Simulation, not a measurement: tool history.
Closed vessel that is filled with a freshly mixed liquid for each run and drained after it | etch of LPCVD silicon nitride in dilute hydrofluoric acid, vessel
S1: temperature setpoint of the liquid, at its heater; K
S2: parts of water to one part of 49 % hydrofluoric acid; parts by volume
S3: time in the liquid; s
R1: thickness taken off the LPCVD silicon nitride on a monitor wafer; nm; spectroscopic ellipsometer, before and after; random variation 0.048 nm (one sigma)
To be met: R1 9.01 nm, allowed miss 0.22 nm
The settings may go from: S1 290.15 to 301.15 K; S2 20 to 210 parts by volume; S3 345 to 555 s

run	hour	S1	S2	S3	R1
1	0	293.15	115	555	1.8111
2	4.8	293.15	115	345	1.1251
3	8.2	294.65	95	390	1.7035
4	16.4	296.15	80	425	2.4413
5	21.5	297.15	65	455	3.4225
6	30.3	297.15	105	455	2.1158
7	35.4	298.15	85	475	2.9154
8	42.2	298.65	70	490	3.7632
9	46	301.15	20	555	17.105
10	48	300.15	20	555	15.996
11	56.3	299.15	20	555	15.013
12	59	297.65	20	555	13.56
13	65.4	296.15	20	555	12.222
14	68.7	295.15	20	555	11.337
15	73.5	294.15	20	555	10.554
16	78.5	293.65	20	555	10.226

Which of these 4 next moves meets every target?
A	83.5	294.65	20	455	?
B	83.5	292.65	20	495	?
C	83.5	295.15	20	530	?
D	83.5	295.15	20	420	?

move	R1
A	8.9201
B	8.4328
C	10.758
D	8.5255
A: meets every target
B: takes the result that was furthest off past its target
C: further off than the last run
D: takes the result that was furthest off past its target
Move A is the one to make.
